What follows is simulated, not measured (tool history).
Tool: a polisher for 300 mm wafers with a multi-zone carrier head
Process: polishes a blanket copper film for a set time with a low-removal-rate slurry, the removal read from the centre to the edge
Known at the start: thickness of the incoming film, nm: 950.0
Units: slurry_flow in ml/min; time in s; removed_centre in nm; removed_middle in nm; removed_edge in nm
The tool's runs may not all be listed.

Run 1, hour 0.0: slurry_flow 260 ml/min, centre_zone 1.00, middle_zone 1.00, edge_zone 1.00, slurry_solids 1.0, time 39 s. Result: removed_centre 97.480 nm, removed_middle 95.247 nm, removed_edge 96.798 nm.
Run 2, hour 3.8: slurry_flow 260 ml/min, centre_zone 1.00, middle_zone 1.00, edge_zone 0.94, slurry_solids 1.0, time 39 s. Result: removed_centre 97.363 nm, removed_middle 93.512 nm, removed_edge 93.448 nm.
Run 3, hour 8.0: slurry_flow 260 ml/min, centre_zone 1.00, middle_zone 1.00, edge_zone 0.94, slurry_solids 1.1, time 39 s. Result: removed_centre 99.689 nm, removed_middle 97.132 nm, removed_edge 94.044 nm.
Run 4, hour 14.9: slurry_flow 260 ml/min, centre_zone 1.00, middle_zone 1.00, edge_zone 0.94, slurry_solids 1.3, time 39 s. Result: removed_centre 102.830 nm, removed_middle 100.150 nm, removed_edge 99.713 nm.
Run 5, hour 20.8: slurry_flow 205 ml/min, centre_zone 1.00, middle_zone 1.00, edge_zone 0.94, slurry_solids 1.3, time 39 s. Result: removed_centre 97.589 nm, removed_middle 98.482 nm, removed_edge 94.448 nm.
Run 6, hour 26.6: slurry_flow 205 ml/min, centre_zone 1.00, middle_zone 1.07, edge_zone 0.94, slurry_solids 1.3, time 39 s. Result: removed_centre 97.817 nm, removed_middle 103.200 nm, removed_edge 94.765 nm.
Run 7, hour 35.4: slurry_flow 210 ml/min, centre_zone 1.00, middle_zone 1.04, edge_zone 0.94, slurry_solids 1.2, time 37 s. Result: removed_centre 91.522 nm, removed_middle 94.224 nm, removed_edge 88.865 nm.
Run 8, hour 39.8: slurry_flow 215 ml/min, centre_zone 1.00, middle_zone 1.01, edge_zone 0.93, slurry_solids 1.1, time 35 s. Result: removed_centre 85.031 nm, removed_middle 84.920 nm, removed_edge 80.580 nm.

The next listed run, before its measurement:
Run 9, hour 42.1: slurry_flow 220 ml/min, centre_zone 0.99, middle_zone 0.98, edge_zone 0.93, slurry_solids 1.0, time 34 s. Result: removed_centre ?, removed_middle ?, removed_edge ?.

removed_centre: 80.928 nm
removed_middle: 80.979 nm
removed_edge: 80.349 nm

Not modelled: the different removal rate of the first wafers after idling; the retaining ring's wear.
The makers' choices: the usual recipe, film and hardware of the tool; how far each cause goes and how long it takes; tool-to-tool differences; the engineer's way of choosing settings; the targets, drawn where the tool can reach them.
